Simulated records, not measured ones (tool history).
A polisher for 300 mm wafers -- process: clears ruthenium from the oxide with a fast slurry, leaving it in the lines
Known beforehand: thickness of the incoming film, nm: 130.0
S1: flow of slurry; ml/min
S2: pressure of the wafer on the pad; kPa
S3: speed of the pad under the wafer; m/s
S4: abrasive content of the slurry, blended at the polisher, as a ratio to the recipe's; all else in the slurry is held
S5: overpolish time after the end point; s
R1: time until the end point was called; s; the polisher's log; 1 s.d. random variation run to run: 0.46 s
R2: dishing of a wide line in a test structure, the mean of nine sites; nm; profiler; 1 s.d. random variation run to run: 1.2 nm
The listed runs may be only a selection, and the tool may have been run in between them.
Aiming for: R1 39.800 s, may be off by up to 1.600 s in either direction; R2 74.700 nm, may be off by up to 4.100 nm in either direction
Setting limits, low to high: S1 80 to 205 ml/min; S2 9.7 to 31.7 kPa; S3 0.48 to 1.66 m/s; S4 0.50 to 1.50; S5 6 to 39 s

| run | hour | S1 | S2 | S3 | S4 | S5 | R1 | R2 |
|---|---|---|---|---|---|---|---|---|
| 1 | 0.0 | 135 | 20.7 | 1.06 | 1.00 | 20 | 31.865 | 59.389 |
| 2 | 8.5 | 130 | 20.0 | 1.06 | 1.00 | 22 | 33.803 | 63.367 |
| 3 | 15.5 | 130 | 20.0 | 1.06 | 1.00 | 29 | 33.691 | 80.405 |
| 4 | 20.3 | 130 | 22.8 | 1.06 | 1.00 | 29 | 30.293 | 89.220 |
| 5 | 29.3 | 125 | 21.4 | 1.06 | 1.00 | 29 | 31.851 | 85.167 |
| 6 | 37.6 | 125 | 20.0 | 1.06 | 1.00 | 29 | 34.103 | 80.787 |
| 7 | 45.0 | 125 | 20.0 | 1.06 | 1.00 | 29 | 34.814 | 79.642 |
| 8 | 51.9 | 120 | 20.0 | 1.06 | 1.00 | 29 | 34.960 | 79.152 |
|  | 59.8 | head pressure recalibrated |
| 9 | 59.8 | 115 | 20.0 | 1.06 | 1.00 | 29 | 32.337 | 85.820 |

4 next moves are on the table. One of them brings every result within its allowed miss. Which?
| A | 67.7 | 115 | 21.4 | 1.12 | 0.95 | 21 | ? | ? |
| B | 67.7 | 180 | 20.7 | 0.68 | 1.05 | 32 | ? | ? |
| C | 67.7 | 135 | 20.0 | 1.20 | 0.80 | 25 | ? | ? |
| D | 67.7 | 130 | 19.3 | 0.80 | 1.15 | 32 | ? | ? |

| move | R1 | R2 |
|---|---|---|
| A | 28.388 | 70.216 |
| B | 42.332 | 71.512 |
| C | 29.679 | 78.277 |
| D | 39.268 | 76.158 |
A: its largest miss is bigger than the last run's
B: the result that was furthest off in the last run now lies on the other side of its target
C: its largest miss is bigger than the last run's
D: every result within its allowed miss
So the answer is move D, the one that meets all the targets.

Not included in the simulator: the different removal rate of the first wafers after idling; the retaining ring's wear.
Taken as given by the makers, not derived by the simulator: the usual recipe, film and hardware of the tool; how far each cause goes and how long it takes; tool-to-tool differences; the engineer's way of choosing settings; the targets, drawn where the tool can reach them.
